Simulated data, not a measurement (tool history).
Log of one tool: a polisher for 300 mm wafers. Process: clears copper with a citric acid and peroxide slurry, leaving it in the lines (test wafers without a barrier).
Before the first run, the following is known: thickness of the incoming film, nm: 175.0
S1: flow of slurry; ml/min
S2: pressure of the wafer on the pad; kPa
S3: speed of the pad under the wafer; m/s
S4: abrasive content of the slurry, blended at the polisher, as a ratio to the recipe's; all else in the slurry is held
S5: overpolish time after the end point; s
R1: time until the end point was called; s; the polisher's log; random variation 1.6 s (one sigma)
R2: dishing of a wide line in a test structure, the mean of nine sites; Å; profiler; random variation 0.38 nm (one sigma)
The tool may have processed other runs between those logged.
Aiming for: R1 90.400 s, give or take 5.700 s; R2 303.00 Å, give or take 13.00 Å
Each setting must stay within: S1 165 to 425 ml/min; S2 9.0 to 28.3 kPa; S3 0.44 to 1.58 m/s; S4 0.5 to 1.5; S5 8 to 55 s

run	hour	S1	S2	S3	S4	S5	R1	R2
1	0.0	275	18.6	1.00	1.0	28	87.683	251.35
2	1.8	275	18.6	0.84	1.0	28	103.390	224.57
3	3.7	275	18.6	0.84	1.0	23	102.500	200.32
4	12.1	275	16.5	0.84	1.0	23	111.350	194.98
5	13.7	275	12.4	0.84	1.0	23	127.250	174.44
6	18.8	215	12.4	0.84	1.0	23	139.790	172.97
7	26.1	210	13.8	0.84	1.0	25	128.420	186.97
8	30.3	205	15.2	0.84	1.0	27	119.380	202.97
9	34.0	205	15.9	0.84	1.0	29	116.970	215.85
10	36.5	205	16.5	0.84	1.0	30	115.250	221.14
11	40.8	205	17.2	0.84	1.0	31	110.300	224.53

4 next moves are on the table. One of them brings every result within its allowed miss. Which?
A	45.1	245	22.1	0.78	1.4	30	?	?
B	45.1	210	18.6	0.62	1.1	28	?	?
C	45.1	190	17.9	0.88	1.0	24	?	?
D	45.1	245	16.5	1.10	0.8	49	?	?

move	R1	R2
A	93.078	251.72
B	140.270	192.03
C	106.730	205.98
D	91.990	300.84
A: nearer the targets than the last run, but a result is still out of spec
B: further off than the last run
C: further off than the last run
D: hits every target within its allowed miss
So the answer is move D, the one that meets all the targets.

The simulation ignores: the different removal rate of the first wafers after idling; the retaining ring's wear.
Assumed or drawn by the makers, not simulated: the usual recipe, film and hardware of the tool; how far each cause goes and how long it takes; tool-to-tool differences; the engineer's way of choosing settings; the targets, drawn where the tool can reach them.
